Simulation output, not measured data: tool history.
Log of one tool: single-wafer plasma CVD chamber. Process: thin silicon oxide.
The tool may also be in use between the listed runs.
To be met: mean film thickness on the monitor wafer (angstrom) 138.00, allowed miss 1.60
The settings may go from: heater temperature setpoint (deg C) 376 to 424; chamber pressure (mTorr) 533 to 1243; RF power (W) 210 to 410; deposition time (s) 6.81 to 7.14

run,hour,heater temperature setpoint (deg C),chamber pressure (mTorr),RF power (W),deposition time (s),mean film thickness on the monitor wafer (angstrom)
1,0.0,400,888,310,7.14,151.93
2,7.8,400,874,310,7.14,151.15
3,16.1,400,860,310,7.14,149.52
4,24.3,410,860,310,7.14,148.04
5,28.2,410,860,310,7.14,149.00
6,35.0,410,848,310,7.14,146.93
7,42.9,410,838,310,7.14,147.16
8,48.1,410,826,310,7.14,145.30
9,50.5,410,817,310,7.14,144.55
10,54.6,410,808,310,7.14,143.79
11,62.7,410,800,310,7.14,142.81
12,66.5,410,793,310,7.14,142.56
13,72.1,410,793,310,7.14,142.39
14,79.2,410,787,310,7.14,141.43
15,85.7,410,782,310,7.14,141.77

4 next moves are on the table. One of them brings every result within its allowed miss. Which?
A,92.2,410,747,340,6.81,?
B,92.2,412,777,315,7.14,?
C,92.2,408,826,290,6.94,?
D,92.2,407,828,330,6.85,?

move,mean film thickness on the monitor wafer (angstrom)
A,135.12
B,140.81
C,137.70
D,142.81
A: takes the result that was furthest off past its target
B: nearer than the last run, and not there yet
C: meets every target
D: further off than the last run
Move C is the one to make.
